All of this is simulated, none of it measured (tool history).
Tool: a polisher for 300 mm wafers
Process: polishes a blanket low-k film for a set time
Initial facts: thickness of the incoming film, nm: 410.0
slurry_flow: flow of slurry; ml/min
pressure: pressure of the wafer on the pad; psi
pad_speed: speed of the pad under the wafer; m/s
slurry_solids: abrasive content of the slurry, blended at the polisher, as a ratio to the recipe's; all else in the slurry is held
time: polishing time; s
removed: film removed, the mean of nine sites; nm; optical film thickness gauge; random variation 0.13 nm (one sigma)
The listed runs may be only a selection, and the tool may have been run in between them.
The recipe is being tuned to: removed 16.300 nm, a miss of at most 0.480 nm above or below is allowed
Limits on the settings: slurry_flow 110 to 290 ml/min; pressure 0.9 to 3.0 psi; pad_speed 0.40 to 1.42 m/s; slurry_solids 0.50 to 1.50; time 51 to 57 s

run,hour,slurry_flow,pressure,pad_speed,slurry_solids,time,removed
1,0.0,185,1.9,0.90,1.00,57,21.963
2,8.3,150,1.9,0.90,1.00,57,21.636
3,10.1,150,1.9,0.90,1.15,57,23.000
4,17.0,150,1.9,0.72,1.15,57,20.058
5,22.7,150,1.8,0.72,1.15,57,18.984
6,28.1,150,1.8,0.72,1.15,57,19.061
7,34.3,150,1.6,0.72,1.15,57,17.774
8,39.0,150,1.5,0.72,1.15,57,17.386

Which one of the following 5 next-run settings gets every result inside its allowed miss? There is exactly one.
A,43.7,165,1.5,0.82,1.00,52,?
B,43.7,185,1.2,0.66,1.25,54,?
C,43.7,135,1.4,0.88,0.90,53,?
D,43.7,150,1.4,0.66,1.20,53,?
E,43.7,150,1.3,0.72,1.10,55,?

move,removed
A,16.345
B,14.856
C,15.475
D,15.059
E,15.262
A: every result within its allowed miss
B: takes the result that was furthest off past its target
C: takes the result that was furthest off past its target
D: takes the result that was furthest off past its target
E: takes the result that was furthest off past its target
A is the move that brings every result within its allowed miss.
